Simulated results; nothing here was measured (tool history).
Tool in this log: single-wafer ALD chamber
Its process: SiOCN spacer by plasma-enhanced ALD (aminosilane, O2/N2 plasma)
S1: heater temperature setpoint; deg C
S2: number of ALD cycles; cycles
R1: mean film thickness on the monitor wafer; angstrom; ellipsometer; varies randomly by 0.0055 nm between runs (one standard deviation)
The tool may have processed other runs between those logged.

Run 1, hour 0: S1 410 deg C, S2 40 cycles. Result: R1 21.327 angstrom.
Run 2, hour 8.4: S1 419 deg C, S2 40 cycles. Result: R1 20.635 angstrom.
Run 3, hour 11: S1 423 deg C, S2 40 cycles. Result: R1 20.399 angstrom.
Run 4, hour 12.2: S1 419 deg C, S2 41 cycles. Result: R1 21.153 angstrom.
Run 5, hour 15.7: S1 415 deg C, S2 42 cycles. Result: R1 21.926 angstrom.
Run 6, hour 21.8: S1 412 deg C, S2 43 cycles. Result: R1 22.713 angstrom.
Run 7, hour 23.7: S1 410 deg C, S2 43 cycles. Result: R1 22.907 angstrom.
Run 8, hour 30.9: S1 410 deg C, S2 43 cycles. Result: R1 22.836 angstrom.
Run 9, hour 38: S1 410 deg C, S2 43 cycles. Result: R1 22.853 angstrom.

The next listed run, before its measurement:
Run 10, hour 41.5: S1 408 deg C, S2 43 cycles. Result: R1 ?.

R1: 23.018 angstrom

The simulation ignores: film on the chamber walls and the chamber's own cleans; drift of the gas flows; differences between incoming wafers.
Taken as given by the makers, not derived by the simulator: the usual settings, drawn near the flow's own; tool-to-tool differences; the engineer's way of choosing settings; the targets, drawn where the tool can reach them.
